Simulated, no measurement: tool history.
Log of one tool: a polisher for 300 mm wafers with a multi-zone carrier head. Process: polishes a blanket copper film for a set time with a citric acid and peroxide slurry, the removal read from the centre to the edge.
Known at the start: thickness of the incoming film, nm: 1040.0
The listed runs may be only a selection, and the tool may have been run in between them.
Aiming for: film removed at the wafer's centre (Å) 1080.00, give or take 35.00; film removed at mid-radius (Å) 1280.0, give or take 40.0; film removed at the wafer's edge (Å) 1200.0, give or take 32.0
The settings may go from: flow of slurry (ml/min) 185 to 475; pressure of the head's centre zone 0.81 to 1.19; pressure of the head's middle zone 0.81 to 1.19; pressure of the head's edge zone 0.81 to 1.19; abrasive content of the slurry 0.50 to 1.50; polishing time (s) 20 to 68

| run | day | flow of slurry (ml/min) | pressure of the head's centre zone | pressure of the head's middle zone | pressure of the head's edge zone | abrasive content of the slurry | polishing time (s) | film removed at the wafer's centre (Å) | film removed at mid-radius (Å) | film removed at the wafer's edge (Å) |
|---|---|---|---|---|---|---|---|---|---|---|
| 1 | 0.000 | 305 | 1.00 | 1.00 | 1.00 | 1.00 | 44 | 1538.90 | 1512.0 | 1657.4 |
| 2 | 0.221 | 305 | 0.98 | 1.01 | 0.98 | 0.90 | 43 | 1467.30 | 1480.7 | 1558.1 |
| 3 | 0.346 | 305 | 1.03 | 1.01 | 0.98 | 0.90 | 43 | 1532.80 | 1516.8 | 1566.2 |
| 4 | 0.608 | 250 | 1.03 | 1.01 | 0.98 | 0.90 | 43 | 1503.10 | 1469.8 | 1557.6 |
| 5 | 0.875 | 250 | 1.00 | 1.02 | 0.96 | 0.85 | 42 | 1439.10 | 1404.1 | 1473.4 |
| 6 | 1.129 | 250 | 1.00 | 1.02 | 0.96 | 1.05 | 42 | 1481.30 | 1505.7 | 1533.2 |
|  | 1.183 | edge zone pressure recalibrated |
| 7 | 1.183 | 250 | 0.97 | 1.04 | 0.95 | 1.00 | 41 | 1409.00 | 1470.1 | 1409.6 |
| 8 | 1.308 | 255 | 0.95 | 1.05 | 0.97 | 0.95 | 40 | 1336.90 | 1418.6 | 1404.4 |

Below are 5 possible settings for the next run. Only one of them brings all results inside the allowed miss of their targets. Which is it?
| A | 1.433 | 230 | 0.90 | 1.19 | 1.06 | 1.10 | 31 | ? | ? | ? |
| B | 1.433 | 275 | 0.84 | 1.09 | 0.99 | 1.00 | 34 | ? | ? | ? |
| C | 1.433 | 265 | 0.83 | 1.19 | 1.01 | 1.00 | 34 | ? | ? | ? |
| D | 1.433 | 305 | 0.94 | 1.15 | 1.05 | 0.80 | 34 | ? | ? | ? |
| E | 1.433 | 295 | 0.88 | 1.07 | 0.81 | 1.05 | 34 | ? | ? | ? |

| move | film removed at the wafer's centre (Å) | film removed at mid-radius (Å) | film removed at the wafer's edge (Å) |
|---|---|---|---|
| A | 987.67 | 1267.7 | 1148.3 |
| B | 1002.20 | 1278.6 | 1206.5 |
| C | 988.39 | 1375.9 | 1214.4 |
| D | 1081.50 | 1287.7 | 1191.8 |
| E | 1065.60 | 1276.5 | 1116.8 |
A: takes the result that was furthest off past its target
B: takes the result that was furthest off past its target
C: takes the result that was furthest off past its target
D: all results land within tolerance of their targets
E: brings the result that was furthest off to its target, and leaves another outside
The move that meets every target is D.
